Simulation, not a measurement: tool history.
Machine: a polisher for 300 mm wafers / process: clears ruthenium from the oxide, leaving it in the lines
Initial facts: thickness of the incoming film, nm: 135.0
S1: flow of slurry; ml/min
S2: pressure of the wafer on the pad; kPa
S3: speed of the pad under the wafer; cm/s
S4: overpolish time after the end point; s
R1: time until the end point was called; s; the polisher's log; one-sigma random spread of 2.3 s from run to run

run  hour   S1    S2   S3  S4      R1
  1   0.0  255  19.3  118  28  81.641
  2   8.2  255  19.3  108  28  86.990
  3  15.5  255  23.4  108  28  73.134
  4  16.2  255  20.7  106  28  79.837
  5  22.0  310  20.7  106  28  78.664
  6  26.0  310  25.5  106  28  63.813
  7  34.0  310  25.5  106  28  65.158
  8  34.7  310  22.1  102  28  80.365

Predict the results of run 9:
  9  37.7  310  20.0  100  28   ?

For run 9 the tool returned R1 87.952 s.

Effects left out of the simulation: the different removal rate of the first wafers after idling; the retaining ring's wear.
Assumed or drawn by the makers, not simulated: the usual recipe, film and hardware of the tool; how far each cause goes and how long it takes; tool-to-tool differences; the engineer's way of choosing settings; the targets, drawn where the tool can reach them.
